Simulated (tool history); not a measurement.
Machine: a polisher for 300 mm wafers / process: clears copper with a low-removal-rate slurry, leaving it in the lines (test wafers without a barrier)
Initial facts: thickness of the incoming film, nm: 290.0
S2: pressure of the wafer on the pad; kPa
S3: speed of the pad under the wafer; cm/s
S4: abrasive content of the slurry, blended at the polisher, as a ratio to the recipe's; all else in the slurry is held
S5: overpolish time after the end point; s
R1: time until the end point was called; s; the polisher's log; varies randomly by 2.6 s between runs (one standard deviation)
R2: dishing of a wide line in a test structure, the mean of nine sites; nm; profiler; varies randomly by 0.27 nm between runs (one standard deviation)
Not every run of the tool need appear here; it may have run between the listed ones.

Run 1, hour 0.0: flow of slurry (ml/min) 285, S2 19.3 kPa, S3 100 cm/s, S4 1.00, S5 29 s. Result: R1 128.70 s, R2 41.096 nm.
Run 2, hour 6.6: flow of slurry (ml/min) 285, S2 19.3 kPa, S3 112 cm/s, S4 1.00, S5 29 s. Result: R1 120.99 s, R2 47.328 nm.
Run 3, hour 10.4: flow of slurry (ml/min) 300, S2 19.3 kPa, S3 94 cm/s, S4 1.05, S5 24 s. Result: R1 137.41 s, R2 34.034 nm.
Run 4, hour 11.1: flow of slurry (ml/min) 280, S2 20.0 kPa, S3 80 cm/s, S4 1.05, S5 20 s. Result: R1 153.25 s, R2 25.829 nm.
Run 5, hour 18.0: flow of slurry (ml/min) 280, S2 20.0 kPa, S3 80 cm/s, S4 1.05, S5 26 s. Result: R1 154.84 s, R2 34.108 nm.
Run 6, hour 23.6: flow of slurry (ml/min) 280, S2 16.5 kPa, S3 80 cm/s, S4 1.05, S5 26 s. Result: R1 186.16 s, R2 28.080 nm.
Run 7, hour 27.0: flow of slurry (ml/min) 280, S2 16.5 kPa, S3 80 cm/s, S4 1.05, S5 26 s. Result: R1 189.55 s, R2 27.585 nm.
Run 8, hour 32.5: flow of slurry (ml/min) 300, S2 16.5 kPa, S3 80 cm/s, S4 0.90, S5 22 s. Result: R1 193.09 s, R2 22.292 nm.
Run 9, hour 35.3: flow of slurry (ml/min) 310, S2 17.2 kPa, S3 80 cm/s, S4 0.80, S5 19 s. Result: R1 188.81 s, R2 21.141 nm.
Run 10, hour 40.1: flow of slurry (ml/min) 345, S2 17.2 kPa, S3 80 cm/s, S4 0.70, S5 16 s. Result: R1 187.07 s, R2 17.358 nm.
Run 11, hour 44.7: flow of slurry (ml/min) 360, S2 17.2 kPa, S3 80 cm/s, S4 0.70, S5 14 s. Result: R1 189.77 s, R2 15.221 nm.

Estimate the outcome of run 12 from the log above:
Run 12, hour 52.0: flow of slurry (ml/min) 370, S2 17.2 kPa, S3 80 cm/s, S4 0.70, S5 13 s. Result: R1 ?, R2 ?.

R1: 187.25 s
R2: 14.460 nm
